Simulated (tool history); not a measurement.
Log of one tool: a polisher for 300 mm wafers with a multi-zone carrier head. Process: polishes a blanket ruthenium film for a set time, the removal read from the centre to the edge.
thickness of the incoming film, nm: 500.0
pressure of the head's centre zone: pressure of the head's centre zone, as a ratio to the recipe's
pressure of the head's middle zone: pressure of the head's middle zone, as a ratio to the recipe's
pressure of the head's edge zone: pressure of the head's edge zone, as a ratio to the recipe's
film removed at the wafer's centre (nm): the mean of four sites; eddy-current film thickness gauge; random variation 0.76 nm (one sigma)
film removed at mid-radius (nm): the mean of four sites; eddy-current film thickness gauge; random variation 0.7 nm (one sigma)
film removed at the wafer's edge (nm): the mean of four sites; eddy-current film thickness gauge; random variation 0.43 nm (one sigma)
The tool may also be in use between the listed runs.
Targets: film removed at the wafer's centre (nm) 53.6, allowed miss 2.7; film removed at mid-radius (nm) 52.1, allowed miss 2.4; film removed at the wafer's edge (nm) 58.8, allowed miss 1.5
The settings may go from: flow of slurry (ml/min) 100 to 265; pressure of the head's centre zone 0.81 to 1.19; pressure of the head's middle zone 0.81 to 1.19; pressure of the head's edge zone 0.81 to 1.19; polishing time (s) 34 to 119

| run | hour | flow of slurry (ml/min) | pressure of the head's centre zone | pressure of the head's middle zone | pressure of the head's edge zone | polishing time (s) | film removed at the wafer's centre (nm) | film removed at mid-radius (nm) | film removed at the wafer's edge (nm) |
|---|---|---|---|---|---|---|---|---|---|
| 1 | 0 | 170 | 1 | 1 | 1 | 76 | 73.688 | 71.884 | 73.877 |
| 2 | 7.5 | 170 | 0.92 | 1 | 1 | 76 | 70.043 | 71.596 | 72.591 |
| 3 | 14.7 | 170 | 0.92 | 1.04 | 1 | 76 | 70.083 | 74.205 | 72.148 |
| 4 | 21.5 | 170 | 0.92 | 1.04 | 1 | 63 | 58.268 | 63.079 | 60.779 |
| 5 | 27.8 | 170 | 0.87 | 1.04 | 1 | 63 | 54.565 | 62.515 | 60.793 |
| 6 | 28.8 | 170 | 0.84 | 1.04 | 1 | 63 | 54.594 | 62.475 | 60.991 |
| 7 | 33.5 | 160 | 0.85 | 1 | 0.99 | 63 | 54.448 | 60.046 | 60.241 |
| 8 | 36.8 | 150 | 0.85 | 0.96 | 0.99 | 63 | 52.334 | 56.727 | 59.828 |
| 9 | 44.8 | 145 | 0.87 | 0.94 | 0.98 | 63 | 54.132 | 55.518 | 58.971 |
| 10 | 50.6 | 140 | 0.87 | 0.92 | 0.98 | 63 | 53.226 | 55.329 | 59.567 |

5 next moves are on the table. One of them brings every result within its allowed miss. Which?
| A | 56.4 | 120 | 0.92 | 0.85 | 0.99 | 65 | ? | ? | ? |
| B | 56.4 | 150 | 1.04 | 1 | 0.85 | 64 | ? | ? | ? |
| C | 56.4 | 145 | 0.9 | 0.95 | 1 | 62 | ? | ? | ? |
| D | 56.4 | 185 | 1.03 | 0.92 | 0.89 | 61 | ? | ? | ? |
| E | 56.4 | 135 | 1.02 | 0.92 | 0.82 | 65 | ? | ? | ? |

| move | film removed at the wafer's centre (nm) | film removed at mid-radius (nm) | film removed at the wafer's edge (nm) |
|---|---|---|---|
| A | 53.871 | 51.789 | 59.394 |
| B | 62.13 | 59.613 | 56.563 |
| C | 53.367 | 55.498 | 58.808 |
| D | 61.446 | 56.096 | 56.716 |
| E | 60.449 | 56.066 | 55.622 |
A: meets every target
B: further off than the last run
C: further off than the last run
D: further off than the last run
E: further off than the last run
The right move is A.

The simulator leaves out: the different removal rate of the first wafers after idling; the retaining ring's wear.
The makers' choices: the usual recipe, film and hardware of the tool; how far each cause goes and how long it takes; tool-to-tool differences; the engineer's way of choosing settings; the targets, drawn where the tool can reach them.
